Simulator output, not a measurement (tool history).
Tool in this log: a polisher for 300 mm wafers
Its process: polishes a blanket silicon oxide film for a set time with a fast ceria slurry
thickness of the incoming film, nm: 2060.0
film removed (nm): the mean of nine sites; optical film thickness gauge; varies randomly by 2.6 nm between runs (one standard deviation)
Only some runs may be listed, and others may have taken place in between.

run,hour,flow of slurry (ml/min),pressure of the wafer on the pad (kPa),speed of the pad under the wafer (m/s),polishing time (s),film removed (nm)
1,0,300,20,1,25,491.22
2,2.6,295,18.6,1,25,454.4
3,9.1,295,16.5,1,25,412.89
4,12.3,295,19.3,1,25,469.54
5,16,295,23.4,1,25,568.6
6,21.8,295,23.4,0.86,25,480.95
7,27.6,285,22.1,0.86,25,457.35
8,29.7,285,20.7,0.86,25,436.72
9,36.5,285,20,0.86,25,423.6

What will run 10 give?
10,41,285,19.3,0.86,25,?

For run 10 the tool returned film removed (nm) 406.98.

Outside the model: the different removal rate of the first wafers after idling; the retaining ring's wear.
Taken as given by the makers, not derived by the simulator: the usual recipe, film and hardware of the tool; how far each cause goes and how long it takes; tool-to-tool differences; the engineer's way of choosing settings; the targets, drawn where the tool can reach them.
